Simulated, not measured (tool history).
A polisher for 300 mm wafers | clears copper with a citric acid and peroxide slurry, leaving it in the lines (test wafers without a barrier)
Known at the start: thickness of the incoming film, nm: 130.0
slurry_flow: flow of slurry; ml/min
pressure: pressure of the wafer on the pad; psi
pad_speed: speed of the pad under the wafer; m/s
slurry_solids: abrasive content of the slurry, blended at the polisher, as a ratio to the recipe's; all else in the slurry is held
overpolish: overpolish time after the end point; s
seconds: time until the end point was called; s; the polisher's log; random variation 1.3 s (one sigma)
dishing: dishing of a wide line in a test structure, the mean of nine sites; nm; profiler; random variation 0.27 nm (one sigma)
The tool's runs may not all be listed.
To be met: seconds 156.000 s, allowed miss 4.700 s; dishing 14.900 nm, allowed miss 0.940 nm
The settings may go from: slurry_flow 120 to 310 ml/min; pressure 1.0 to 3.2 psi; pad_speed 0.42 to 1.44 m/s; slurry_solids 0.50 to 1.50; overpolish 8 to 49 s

run	day	slurry_flow	pressure	pad_speed	slurry_solids	overpolish	seconds	dishing
1	0.000	200	2.1	0.92	1.00	25	111.350	21.361
2	0.146	155	2.1	0.92	1.00	25	115.270	21.052
3	0.246	155	2.4	0.92	1.00	25	102.810	23.170
4	0.367	185	2.4	0.92	1.00	25	97.369	23.646
5	0.683	185	2.4	1.14	1.00	25	81.964	28.142
6	0.708	225	2.4	1.14	1.00	25	79.852	28.867
7	0.862	225	2.2	1.14	1.00	25	86.631	27.475
8	0.921	225	2.0	1.14	1.00	24	95.042	22.738
9	1.025	220	1.9	1.14	1.00	24	100.310	21.952
10	1.158	190	1.3	1.12	1.00	24	150.850	14.695
11	1.208	180	1.3	1.12	1.00	25	150.180	15.688

5 next moves are on the table. One of them brings every result within its allowed miss. Which?
A	1.258	230	1.5	0.92	0.85	29	?	?
B	1.258	155	1.3	1.16	1.05	27	?	?
C	1.258	215	1.3	1.04	0.90	30	?	?
D	1.258	220	1.4	1.16	0.75	23	?	?
E	1.258	190	1.5	0.90	1.05	24	?	?

move	seconds	dishing
A	155.470	18.498
B	150.890	17.704
C	160.930	18.393
D	141.660	16.211
E	156.080	15.445
A: brings the result that was furthest off to its target, and leaves another outside
B: further off than the last run
C: takes the result that was furthest off past its target
D: further off than the last run
E: meets every target
Move E is the one to make.
